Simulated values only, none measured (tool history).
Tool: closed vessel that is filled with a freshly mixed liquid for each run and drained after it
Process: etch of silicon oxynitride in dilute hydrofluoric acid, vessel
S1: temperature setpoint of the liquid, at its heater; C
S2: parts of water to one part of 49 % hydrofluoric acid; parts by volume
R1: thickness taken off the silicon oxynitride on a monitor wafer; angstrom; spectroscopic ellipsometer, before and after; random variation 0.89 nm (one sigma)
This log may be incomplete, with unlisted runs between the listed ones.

run 1 hour=0.0 | S1=25.0 S2=105 time_in_the_liquid_(s)=2435 | R1=390.11
run 2 hour=3.7 | S1=27.0 S2=105 time_in_the_liquid_(s)=2435 | R1=436.07
run 3 hour=6.7 | S1=27.0 S2=80 time_in_the_liquid_(s)=2435 | R1=584.50
run 4 hour=9.6 | S1=29.0 S2=65 time_in_the_liquid_(s)=2435 | R1=786.64
run 5 hour=12.1 | S1=30.5 S2=55 time_in_the_liquid_(s)=2435 | R1=1018.80
run 6 hour=15.6 | S1=30.5 S2=55 time_in_the_liquid_(s)=2610 | R1=1080.10
run 7 hour=17.8 | S1=31.5 S2=55 time_in_the_liquid_(s)=2610 | R1=1137.00
run 8 hour=19.5 | S1=33.0 S2=45 time_in_the_liquid_(s)=2610 | R1=1522.30
run 9 hour=22.8 | S1=32.5 S2=45 time_in_the_liquid_(s)=2610 | R1=1473.20

Run 10 comes next. What will it give?
-- hour=28.1 hydrofluoric acid flow meter replaced
run 10 hour=28.1 | S1=30.5 S2=45 time_in_the_liquid_(s)=2610 | R1=?

Run 10 measured R1 1243.20 angstrom.
